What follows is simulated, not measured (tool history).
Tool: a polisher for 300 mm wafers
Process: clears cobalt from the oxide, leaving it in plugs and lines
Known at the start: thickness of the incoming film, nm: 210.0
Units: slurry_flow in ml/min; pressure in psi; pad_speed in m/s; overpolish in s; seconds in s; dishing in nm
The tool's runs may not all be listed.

Run 1, hour 0: slurry_flow 280 ml/min, pressure 1.9 psi, pad_speed 0.82 m/s, overpolish 17 s. Result: seconds 49.844 s, dishing 38.222 nm.
Run 2, hour 5.2: slurry_flow 280 ml/min, pressure 1.7 psi, pad_speed 0.82 m/s, overpolish 19 s. Result: seconds 54.662 s, dishing 38.121 nm.
Run 3, hour 8: slurry_flow 280 ml/min, pressure 1.7 psi, pad_speed 0.82 m/s, overpolish 15 s. Result: seconds 54.517 s, dishing 34.319 nm.
Run 4, hour 11.2: slurry_flow 280 ml/min, pressure 1.7 psi, pad_speed 0.82 m/s, overpolish 22 s. Result: seconds 54.59 s, dishing 39.96 nm.
Run 5, hour 18.9: slurry_flow 280 ml/min, pressure 1.7 psi, pad_speed 0.72 m/s, overpolish 22 s. Result: seconds 61.834 s, dishing 37.835 nm.
Run 6, hour 26.3: slurry_flow 280 ml/min, pressure 1.2 psi, pad_speed 0.72 m/s, overpolish 22 s. Result: seconds 88.729 s, dishing 32.634 nm.

Forecast run 7:
Run 7, hour 35: slurry_flow 280 ml/min, pressure 1.3 psi, pad_speed 0.72 m/s, overpolish 23 s. Result: seconds ?, dishing ?.

seconds: 81.785 s
dishing: 33.624 nm

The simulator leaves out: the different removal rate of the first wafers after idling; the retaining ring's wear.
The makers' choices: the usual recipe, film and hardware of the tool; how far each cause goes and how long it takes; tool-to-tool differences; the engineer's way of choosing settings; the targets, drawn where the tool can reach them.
